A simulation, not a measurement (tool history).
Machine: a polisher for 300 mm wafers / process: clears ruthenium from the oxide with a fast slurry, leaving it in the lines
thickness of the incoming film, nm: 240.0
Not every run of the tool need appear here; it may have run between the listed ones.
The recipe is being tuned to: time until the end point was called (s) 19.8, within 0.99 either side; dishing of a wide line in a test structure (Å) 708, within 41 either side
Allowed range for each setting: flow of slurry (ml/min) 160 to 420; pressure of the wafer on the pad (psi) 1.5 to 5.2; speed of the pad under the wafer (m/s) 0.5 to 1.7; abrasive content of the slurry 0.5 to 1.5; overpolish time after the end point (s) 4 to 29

| run | hour | flow of slurry (ml/min) | pressure of the wafer on the pad (psi) | speed of the pad under the wafer (m/s) | abrasive content of the slurry | overpolish time after the end point (s) | time until the end point was called (s) | dishing of a wide line in a test structure (Å) |
|---|---|---|---|---|---|---|---|---|
| 1 | 0 | 270 | 3.3 | 1.1 | 1 | 15 | 33.182 | 548.13 |
| 2 | 1.8 | 270 | 3.8 | 1.12 | 1 | 14 | 29.13 | 577.34 |
| 3 | 3.2 | 270 | 3.8 | 1.12 | 1.15 | 14 | 27.49 | 595.14 |
| 4 | 8.2 | 270 | 3.8 | 1.12 | 1.05 | 14 | 28.608 | 599.11 |
| 5 | 13.2 | 270 | 3.8 | 1.12 | 1.05 | 9 | 28.615 | 430.1 |
| 6 | 16.1 | 270 | 4.3 | 1.12 | 1.05 | 9 | 24.771 | 456.86 |
| 7 | 19 | 270 | 4.5 | 1.14 | 1.05 | 11 | 23.603 | 565.18 |
| 8 | 23.2 | 270 | 4.7 | 1.14 | 1.05 | 11 | 22.853 | 576.55 |
| 9 | 25 | 270 | 4.9 | 1.16 | 1.05 | 11 | 21.443 | 606.05 |

Which of these 5 next moves meets every target?
| A | 26.8 | 260 | 4.9 | 1.06 | 1.05 | 12 | ? | ? |
| B | 26.8 | 290 | 5 | 1.22 | 1.05 | 13 | ? | ? |
| C | 26.8 | 280 | 5.2 | 1.18 | 1 | 9 | ? | ? |
| D | 26.8 | 275 | 3.9 | 1.2 | 1.2 | 11 | ? | ? |
| E | 26.8 | 290 | 4.8 | 1.18 | 1 | 14 | ? | ? |

| move | time until the end point was called (s) | dishing of a wide line in a test structure (Å) |
|---|---|---|
| A | 23.733 | 619.17 |
| B | 20.123 | 718.8 |
| C | 20.33 | 566.65 |
| D | 25.264 | 560.22 |
| E | 21.91 | 714.33 |
A: its largest miss is bigger than the last run's
B: every result within its allowed miss
C: its largest miss is bigger than the last run's
D: its largest miss is bigger than the last run's
E: gets the furthest-off result to its target, but another result is out of tolerance
The move that meets every target is B.

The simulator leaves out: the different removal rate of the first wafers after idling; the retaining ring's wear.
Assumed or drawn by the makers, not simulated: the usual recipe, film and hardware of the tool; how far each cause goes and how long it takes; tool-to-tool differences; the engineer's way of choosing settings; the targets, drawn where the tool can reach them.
